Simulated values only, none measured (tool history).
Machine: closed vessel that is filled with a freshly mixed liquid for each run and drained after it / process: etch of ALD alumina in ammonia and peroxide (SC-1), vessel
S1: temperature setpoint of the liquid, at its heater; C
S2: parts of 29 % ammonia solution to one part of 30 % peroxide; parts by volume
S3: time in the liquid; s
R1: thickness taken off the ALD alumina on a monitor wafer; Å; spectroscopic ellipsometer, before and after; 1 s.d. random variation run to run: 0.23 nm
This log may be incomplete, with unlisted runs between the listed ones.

run  hour    S1   S2   S3      R1
  1     0    57  0.9  235  209.57
  2   6.7  62.5  0.9  235  280.21
  3  11.1    63  0.9  235  285.76
  4  13.6    63  0.9  235  289.28
  5  17.2    70  0.9  235  408.23
  6  18.5    70  0.9  235  410.38
  7  19.2    69  0.9  235  392.19
  8  20.4  68.5  0.9  235  379.64
  9  28.5    68  0.9  235  371.39

Predict the results of run 10:
 10  32.6  67.5  0.9  235   ?

{"run 10": {"R1": 362.3}}

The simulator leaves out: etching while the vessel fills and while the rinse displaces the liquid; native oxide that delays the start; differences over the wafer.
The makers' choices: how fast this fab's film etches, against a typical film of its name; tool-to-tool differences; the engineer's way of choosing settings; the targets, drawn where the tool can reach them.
